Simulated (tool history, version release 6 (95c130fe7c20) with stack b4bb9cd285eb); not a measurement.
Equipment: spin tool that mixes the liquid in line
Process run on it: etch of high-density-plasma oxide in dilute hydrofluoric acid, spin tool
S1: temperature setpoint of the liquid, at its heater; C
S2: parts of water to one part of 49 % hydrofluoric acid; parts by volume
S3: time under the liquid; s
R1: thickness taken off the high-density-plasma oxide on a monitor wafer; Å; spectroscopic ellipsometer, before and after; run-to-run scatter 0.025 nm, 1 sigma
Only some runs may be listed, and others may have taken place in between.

run  hour    S1  S2  S3      R1
  1   0.0  24.0  80  70  41.347
  2   6.6  25.0  75  70  46.530
  3   9.2  22.5  75  70  41.906
  4  10.0  22.5  65  70  49.030
  5  18.6  22.5  65  70  48.871
  6  20.6  22.5  65  70  48.771
  7  22.4  23.5  65  70  51.069
  8  30.9  23.5  65  70  50.875
     39.6  -- thermometer replaced
  9  39.6  24.5  65  70  58.074
 10  46.3  24.5  65  70  58.222
 11  48.0  25.0  65  70  59.498
 12  53.9  25.5  65  70  60.577
 13  58.5  26.0  65  70  62.300
 14  61.8  26.5  65  70  63.125
 15  63.5  27.0  65  70  64.797
 16  66.6  27.5  65  70  65.999
 17  70.4  28.0  65  70  67.098
 18  78.7  28.5  65  70  68.407

Run 19, settings as shown, results not yet in. Your forecast:
 19  80.1  29.5  65  70   ?

R1: 71.079 Å
